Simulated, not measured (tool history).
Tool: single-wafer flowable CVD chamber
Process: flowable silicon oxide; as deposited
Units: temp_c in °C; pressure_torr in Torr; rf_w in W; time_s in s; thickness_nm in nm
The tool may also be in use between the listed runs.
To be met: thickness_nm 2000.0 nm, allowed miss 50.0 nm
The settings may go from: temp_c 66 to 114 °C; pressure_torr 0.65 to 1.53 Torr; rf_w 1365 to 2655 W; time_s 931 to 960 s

run 1 hour=0.0 | temp_c=90 pressure_torr=1.09 rf_w=2010 time_s=931 | thickness_nm=1089.6
run 2 hour=7.4 | temp_c=82 pressure_torr=1.09 rf_w=2010 time_s=931 | thickness_nm=1391.7
run 3 hour=9.5 | temp_c=80 pressure_torr=1.09 rf_w=2010 time_s=931 | thickness_nm=1474.5
run 4 hour=12.2 | temp_c=80 pressure_torr=1.19 rf_w=2010 time_s=931 | thickness_nm=1613.8
run 5 hour=14.8 | temp_c=80 pressure_torr=1.19 rf_w=2010 time_s=960 | thickness_nm=1659.9
run 6 hour=23.8 | temp_c=79 pressure_torr=1.19 rf_w=2010 time_s=960 | thickness_nm=1701.7
run 7 hour=26.5 | temp_c=78 pressure_torr=1.19 rf_w=2010 time_s=960 | thickness_nm=1753.0
run 8 hour=33.4 | temp_c=77 pressure_torr=1.19 rf_w=2010 time_s=960 | thickness_nm=1792.8
run 9 hour=42.6 | temp_c=76 pressure_torr=1.19 rf_w=2010 time_s=960 | thickness_nm=1846.1
run 10 hour=47.6 | temp_c=74 pressure_torr=1.19 rf_w=2010 time_s=960 | thickness_nm=1938.8

4 next moves are on the table. One of them brings every result within its allowed miss. Which?
run A hour=52.6 | temp_c=70 pressure_torr=1.16 rf_w=1810 time_s=935 | thickness_nm=?
run B hour=52.6 | temp_c=66 pressure_torr=0.97 rf_w=2275 time_s=949 | thickness_nm=?
run C hour=52.6 | temp_c=70 pressure_torr=1.03 rf_w=2060 time_s=960 | thickness_nm=?
run D hour=52.6 | temp_c=70 pressure_torr=1.22 rf_w=2035 time_s=960 | thickness_nm=?

move=A thickness_nm=1991.7
move=B thickness_nm=1882.3
move=C thickness_nm=1852.9
move=D thickness_nm=2182.1
A: meets every target
B: further off than the last run
C: further off than the last run
D: takes the result that was furthest off past its target
Answer: A

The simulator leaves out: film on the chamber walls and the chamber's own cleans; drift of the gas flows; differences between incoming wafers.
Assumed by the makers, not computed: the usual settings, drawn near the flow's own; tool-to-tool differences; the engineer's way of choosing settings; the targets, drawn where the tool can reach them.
